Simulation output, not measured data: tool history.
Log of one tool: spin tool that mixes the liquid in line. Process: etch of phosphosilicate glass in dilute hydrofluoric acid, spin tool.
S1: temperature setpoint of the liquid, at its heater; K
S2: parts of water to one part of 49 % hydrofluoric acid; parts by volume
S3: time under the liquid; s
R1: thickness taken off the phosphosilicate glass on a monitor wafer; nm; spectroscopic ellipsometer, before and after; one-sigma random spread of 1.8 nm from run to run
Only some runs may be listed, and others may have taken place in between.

{"run": 1, "hour": 0.0, "S1": 297.15, "S2": 50, "S3": 45, "R1": 136.16}
{"run": 2, "hour": 4.8, "S1": 297.15, "S2": 40, "S3": 45, "R1": 172.58}
{"run": 3, "hour": 9.2, "S1": 297.15, "S2": 50, "S3": 45, "R1": 136.09}
{"run": 4, "hour": 16.4, "S1": 299.15, "S2": 50, "S3": 45, "R1": 146.29}
{"run": 5, "hour": 19.7, "S1": 296.65, "S2": 50, "S3": 45, "R1": 133.52}
{"run": 6, "hour": 23.1, "S1": 298.65, "S2": 45, "S3": 45, "R1": 161.49}
{"run": 7, "hour": 30.9, "S1": 300.15, "S2": 45, "S3": 45, "R1": 170.63}

Run 8 is up next; what results do you expect?
{"run": 8, "hour": 35.9, "S1": 301.15, "S2": 45, "S3": 45, "R1": "?"}

For run 8 the tool returned R1 178.3 nm.
